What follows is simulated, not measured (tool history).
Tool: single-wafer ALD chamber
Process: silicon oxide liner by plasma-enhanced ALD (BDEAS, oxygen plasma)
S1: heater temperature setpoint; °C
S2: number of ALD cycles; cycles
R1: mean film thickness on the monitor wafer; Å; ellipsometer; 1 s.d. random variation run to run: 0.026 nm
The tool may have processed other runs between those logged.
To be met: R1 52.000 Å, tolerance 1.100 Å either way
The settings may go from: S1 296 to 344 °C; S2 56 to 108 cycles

{"run": 1, "hour": 0.0, "S1": 320, "S2": 82, "R1": 68.674}
{"run": 2, "hour": 4.6, "S1": 320, "S2": 79, "R1": 66.269}
{"run": 3, "hour": 12.5, "S1": 320, "S2": 76, "R1": 63.708}
{"run": 4, "hour": 20.2, "S1": 320, "S2": 86, "R1": 72.441}
{"run": 5, "hour": 21.1, "S1": 329, "S2": 86, "R1": 71.667}
{"run": 6, "hour": 25.8, "S1": 329, "S2": 82, "R1": 68.338}
{"run": 7, "hour": 30.4, "S1": 329, "S2": 79, "R1": 65.733}
{"hour": 33.6, "done": "thermocouple changed; heater temperature recalibrated"}
{"run": 8, "hour": 33.6, "S1": 329, "S2": 76, "R1": 63.359}

5 next moves are on the table. One of them brings every result within its allowed miss. Which?
{"run": "A", "hour": 36.8, "S1": 325, "S2": 59, "R1": "?"}
{"run": "B", "hour": 36.8, "S1": 327, "S2": 100, "R1": "?"}
{"run": "C", "hour": 36.8, "S1": 314, "S2": 61, "R1": "?"}
{"run": "D", "hour": 36.8, "S1": 333, "S2": 73, "R1": "?"}
{"run": "E", "hour": 36.8, "S1": 330, "S2": 59, "R1": "?"}

move=A R1=49.923
move=B R1=84.383
move=C R1=52.398
move=D R1=61.089
move=E R1=49.580
A: carries the result that was furthest off beyond its target, to the other side
B: moves away from the targets compared with the last run
C: meets every target
D: gains on the last run, yet a result remains outside its allowed miss
E: carries the result that was furthest off beyond its target, to the other side
C is the move that brings every result within its allowed miss.
